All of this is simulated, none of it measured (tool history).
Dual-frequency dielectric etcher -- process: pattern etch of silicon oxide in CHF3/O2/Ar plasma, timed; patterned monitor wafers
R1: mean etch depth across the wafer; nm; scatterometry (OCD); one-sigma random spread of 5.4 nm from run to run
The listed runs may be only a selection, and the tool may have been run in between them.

run 1 day=0.000 | source_power_(W)=790 bias_power_(W)=130 etch_time_(s)=670.5 | R1=1192.90
run 2 day=0.108 | source_power_(W)=730 bias_power_(W)=126 etch_time_(s)=670.5 | R1=1128.70
run 3 day=0.221 | source_power_(W)=700 bias_power_(W)=125 etch_time_(s)=670.5 | R1=1100.20
run 4 day=0.600 | source_power_(W)=700 bias_power_(W)=107 etch_time_(s)=670.5 | R1=1020.70
run 5 day=0.788 | source_power_(W)=650 bias_power_(W)=107 etch_time_(s)=670.5 | R1=965.38
run 6 day=1.083 | source_power_(W)=650 bias_power_(W)=107 etch_time_(s)=670.5 | R1=971.40

Predict the results of run 7:
run 7 day=1.338 | source_power_(W)=680 bias_power_(W)=108 etch_time_(s)=670.5 | R1=?

R1: 1003.20 nm
